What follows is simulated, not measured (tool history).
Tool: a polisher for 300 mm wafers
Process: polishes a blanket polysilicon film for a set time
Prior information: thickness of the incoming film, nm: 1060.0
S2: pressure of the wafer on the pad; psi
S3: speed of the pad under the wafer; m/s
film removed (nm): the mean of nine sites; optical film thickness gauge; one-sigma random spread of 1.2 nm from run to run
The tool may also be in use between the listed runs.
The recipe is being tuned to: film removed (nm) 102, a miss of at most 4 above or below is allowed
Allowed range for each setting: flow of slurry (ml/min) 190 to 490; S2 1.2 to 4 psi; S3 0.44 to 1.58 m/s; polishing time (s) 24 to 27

run 1 day=0 | flow_of_slurry_(ml/min)=315 S2=2.6 S3=1 polishing_time_(s)=27 | film_removed_(nm)=199.54
run 2 day=0.35 | flow_of_slurry_(ml/min)=315 S2=2.2 S3=0.96 polishing_time_(s)=27 | film_removed_(nm)=157.39
run 3 day=0.6 | flow_of_slurry_(ml/min)=315 S2=1.9 S3=0.96 polishing_time_(s)=27 | film_removed_(nm)=138.96
run 4 day=0.75 | flow_of_slurry_(ml/min)=315 S2=1.7 S3=0.96 polishing_time_(s)=27 | film_removed_(nm)=123.17
run 5 day=0.917 | flow_of_slurry_(ml/min)=315 S2=1.7 S3=1.08 polishing_time_(s)=27 | film_removed_(nm)=138.9
run 6 day=1.204 | flow_of_slurry_(ml/min)=315 S2=1.7 S3=1.08 polishing_time_(s)=27 | film_removed_(nm)=141.19
run 7 day=1.562 | flow_of_slurry_(ml/min)=315 S2=1.6 S3=1.06 polishing_time_(s)=27 | film_removed_(nm)=129.24
run 8 day=1.683 | flow_of_slurry_(ml/min)=315 S2=1.5 S3=1.04 polishing_time_(s)=27 | film_removed_(nm)=121.5
run 9 day=1.733 | flow_of_slurry_(ml/min)=315 S2=1.2 S3=0.98 polishing_time_(s)=27 | film_removed_(nm)=90.934

Exactly one of the 4 candidate moves below puts every result within its allowed miss. Which one?
run A day=1.783 | flow_of_slurry_(ml/min)=340 S2=1.3 S3=0.92 polishing_time_(s)=27 | film_removed_(nm)=?
run B day=1.783 | flow_of_slurry_(ml/min)=285 S2=1.3 S3=1.06 polishing_time_(s)=26 | film_removed_(nm)=?
run C day=1.783 | flow_of_slurry_(ml/min)=260 S2=1.4 S3=0.96 polishing_time_(s)=24 | film_removed_(nm)=?
run D day=1.783 | flow_of_slurry_(ml/min)=300 S2=1.2 S3=0.98 polishing_time_(s)=27 | film_removed_(nm)=?

move=A film_removed_(nm)=92.658
move=B film_removed_(nm)=101.12
move=C film_removed_(nm)=90.304
move=D film_removed_(nm)=90.59
A: moves toward the targets from the last run without getting all of them in spec
B: in spec on every target
C: moves away from the targets compared with the last run
D: about the same distance from the targets as the last run
Move B is the one to make.
